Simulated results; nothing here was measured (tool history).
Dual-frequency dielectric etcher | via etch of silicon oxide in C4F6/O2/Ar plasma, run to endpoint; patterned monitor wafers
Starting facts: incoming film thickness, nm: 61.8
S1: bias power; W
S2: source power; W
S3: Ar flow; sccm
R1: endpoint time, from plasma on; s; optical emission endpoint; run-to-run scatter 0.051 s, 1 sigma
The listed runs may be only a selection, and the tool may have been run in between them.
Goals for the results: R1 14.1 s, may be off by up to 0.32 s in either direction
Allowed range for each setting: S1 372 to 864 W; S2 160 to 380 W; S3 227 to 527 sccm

Run 1, hour 0: S1 618 W, S2 270 W, S3 377 sccm. Result: R1 15.543 s.
Run 2, hour 5: S1 618 W, S2 270 W, S3 413 sccm. Result: R1 15.737 s.
Run 3, hour 9.5: S1 618 W, S2 240 W, S3 413 sccm. Result: R1 16.905 s.
Run 4, hour 16.2: S1 618 W, S2 270 W, S3 413 sccm. Result: R1 15.766 s.
Run 5, hour 21.5: S1 661 W, S2 270 W, S3 412 sccm. Result: R1 15.033 s.
Run 6, hour 26: S1 679 W, S2 270 W, S3 412 sccm. Result: R1 14.863 s.
Run 7, hour 27.7: S1 695 W, S2 270 W, S3 412 sccm. Result: R1 14.596 s.
Run 8, hour 31.4: S1 705 W, S2 270 W, S3 412 sccm. Result: R1 14.581 s.
Run 9, hour 35.5: S1 757 W, S2 280 W, S3 410 sccm. Result: R1 13.632 s.
Run 10, hour 42.3: S1 746 W, S2 280 W, S3 410 sccm. Result: R1 13.695 s.

Pick the move, out of 5, that brings all results within their allowed miss; only one does.
Run A, hour 49.1: S1 784 W, S2 280 W, S3 440 sccm. Result: R1 ?.
Run B, hour 49.1: S1 729 W, S2 260 W, S3 337 sccm. Result: R1 ?.
Run C, hour 49.1: S1 811 W, S2 280 W, S3 481 sccm. Result: R1 ?.
Run D, hour 49.1: S1 741 W, S2 250 W, S3 410 sccm. Result: R1 ?.
Run E, hour 49.1: S1 815 W, S2 270 W, S3 448 sccm. Result: R1 ?.

move      R1
   A  13.544
   B  14.277
   C  13.425
   D  14.822
   E   13.55
A: lands further from the targets than the last run did
B: in spec on every target
C: lands further from the targets than the last run did
D: pushes the last run's worst result past its target
E: lands further from the targets than the last run did
Correct choice: B, which meets every target
